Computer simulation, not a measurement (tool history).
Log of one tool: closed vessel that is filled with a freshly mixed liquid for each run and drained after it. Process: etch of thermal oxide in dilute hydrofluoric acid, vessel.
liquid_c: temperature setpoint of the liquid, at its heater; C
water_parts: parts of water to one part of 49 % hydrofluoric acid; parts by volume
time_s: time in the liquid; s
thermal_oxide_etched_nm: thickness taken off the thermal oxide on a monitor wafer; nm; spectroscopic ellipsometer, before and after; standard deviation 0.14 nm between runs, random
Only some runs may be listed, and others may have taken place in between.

| run | day | liquid_c | water_parts | time_s | thermal_oxide_etched_nm |
|---|---|---|---|---|---|
| 1 | 0 | 22 | 70 | 100 | 7.1693 |
| 2 | 0.329 | 22 | 95 | 100 | 5.2051 |
| 3 | 0.596 | 23.5 | 85 | 100 | 6.1314 |
| 4 | 0.975 | 23.5 | 85 | 60 | 3.6762 |
| 5 | 1.071 | 22.5 | 75 | 60 | 4.0543 |
| 6 | 1.254 | 22.5 | 75 | 60 | 4.1372 |
| 7 | 1.604 | 24 | 65 | 65 | 5.4524 |
| 8 | 1.896 | 25 | 55 | 70 | 7.2992 |
| 9 | 2.162 | 26 | 50 | 70 | 8.5393 |
| 10 | 2.25 | 26.5 | 45 | 70 | 9.5811 |
| 11 | 2.483 | 27 | 45 | 70 | 9.649 |
| 12 | 2.529 | 27.5 | 40 | 70 | 11.289 |

Run 13 comes next. What will it give?
| 13 | 2.621 | 28 | 40 | 70 | ? |

Run 13 yielded thermal_oxide_etched_nm 11.397 nm.
